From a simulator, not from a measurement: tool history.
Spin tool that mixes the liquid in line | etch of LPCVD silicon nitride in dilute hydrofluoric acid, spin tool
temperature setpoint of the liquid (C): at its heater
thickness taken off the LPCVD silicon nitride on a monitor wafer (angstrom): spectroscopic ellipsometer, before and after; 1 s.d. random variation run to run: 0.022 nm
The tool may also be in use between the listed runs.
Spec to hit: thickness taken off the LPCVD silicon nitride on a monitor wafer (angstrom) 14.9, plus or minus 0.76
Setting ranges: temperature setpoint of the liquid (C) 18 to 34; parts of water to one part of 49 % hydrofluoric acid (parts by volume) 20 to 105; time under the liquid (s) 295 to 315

run	hour	temperature setpoint of the liquid (C)	parts of water to one part of 49 % hydrofluoric acid (parts by volume)	time under the liquid (s)	thickness taken off the LPCVD silicon nitride on a monitor wafer (angstrom)
1	0	26	55	295	28.005
2	5.3	24.5	55	295	25.801
3	8.7	24.5	35	295	39.017
4	13.2	22.5	45	295	27.013
5	15.4	22.5	45	295	26.669
6	17.5	21	50	295	22.022
7	21	20	55	295	18.337
8	24.9	19.5	55	295	18.205
9	33	19	55	295	17.541
10	38.1	18.5	55	295	17.153

Exactly one of the 4 candidate moves below puts every result within its allowed miss. Which one?
A	43.2	19.5	60	295	?
B	43.2	19.5	50	315	?
C	43.2	18	65	315	?
D	43.2	18	50	295	?

move	thickness taken off the LPCVD silicon nitride on a monitor wafer (angstrom)
A	16.674
B	21.259
C	14.834
D	17.921
A: an improvement on the last run, though not all results are within tolerance
B: misses by more than the last run did
C: in spec on every target
D: misses by more than the last run did
Move C is the one to make.
